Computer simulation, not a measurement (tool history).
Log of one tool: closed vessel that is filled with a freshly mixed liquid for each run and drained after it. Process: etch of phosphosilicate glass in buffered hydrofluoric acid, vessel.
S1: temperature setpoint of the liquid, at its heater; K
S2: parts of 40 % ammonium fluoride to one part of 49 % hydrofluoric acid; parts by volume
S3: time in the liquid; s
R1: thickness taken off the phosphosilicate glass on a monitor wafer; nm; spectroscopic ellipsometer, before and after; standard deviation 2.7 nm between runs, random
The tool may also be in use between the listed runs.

{"run": 1, "hour": 0.0, "S1": 298.15, "S2": 22, "S3": 105, "R1": 527.44}
{"run": 2, "hour": 4.8, "S1": 298.15, "S2": 17.5, "S3": 105, "R1": 643.68}
{"run": 3, "hour": 12.3, "S1": 299.15, "S2": 17.5, "S3": 105, "R1": 677.31}
{"run": 4, "hour": 17.2, "S1": 297.15, "S2": 17.5, "S3": 105, "R1": 606.03}
{"run": 5, "hour": 22.5, "S1": 297.15, "S2": 17.5, "S3": 115, "R1": 669.07}
{"run": 6, "hour": 28.5, "S1": 297.65, "S2": 17.5, "S3": 115, "R1": 686.58}
{"run": 7, "hour": 31.1, "S1": 298.15, "S2": 17.5, "S3": 115, "R1": 704.61}
{"run": 8, "hour": 33.6, "S1": 298.65, "S2": 17.5, "S3": 115, "R1": 722.39}

What will run 9 give?
{"run": 9, "hour": 34.5, "S1": 299.15, "S2": 17.5, "S3": 115, "R1": "?"}

{"run 9": {"R1": 739.29}}

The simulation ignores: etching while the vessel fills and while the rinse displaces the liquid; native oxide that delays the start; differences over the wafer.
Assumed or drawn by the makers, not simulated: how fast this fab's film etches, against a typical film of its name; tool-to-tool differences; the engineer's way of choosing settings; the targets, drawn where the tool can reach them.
